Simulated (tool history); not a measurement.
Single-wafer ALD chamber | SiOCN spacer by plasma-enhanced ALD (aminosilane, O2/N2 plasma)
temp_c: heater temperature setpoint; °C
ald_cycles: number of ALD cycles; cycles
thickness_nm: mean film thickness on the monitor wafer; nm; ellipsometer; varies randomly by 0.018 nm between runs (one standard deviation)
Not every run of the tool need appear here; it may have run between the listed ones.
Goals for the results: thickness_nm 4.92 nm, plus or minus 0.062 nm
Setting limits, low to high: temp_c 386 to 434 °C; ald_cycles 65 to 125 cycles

run	hour	temp_c	ald_cycles	thickness_nm
1	0	410	95	5.8492
2	4.3	418	95	5.7005
3	7.1	428	95	5.4317
4	13.8	430	93	5.3178
5	15.7	434	93	5.2052
6	24.6	434	80	4.4915
7	25.8	428	80	4.5755
8	29.8	423	80	4.6738

5 next moves are on the table. One of them brings every result within its allowed miss. Which?
A	33.8	434	77	?
B	33.8	426	76	?
C	33.8	424	74	?
D	33.8	420	83	?
E	33.8	431	78	?

move	thickness_nm
A	4.3005
B	4.3754
C	4.2921
D	4.8855
E	4.4067
A: further off than the last run
B: further off than the last run
C: further off than the last run
D: all results land within tolerance of their targets
E: further off than the last run
Answer: D
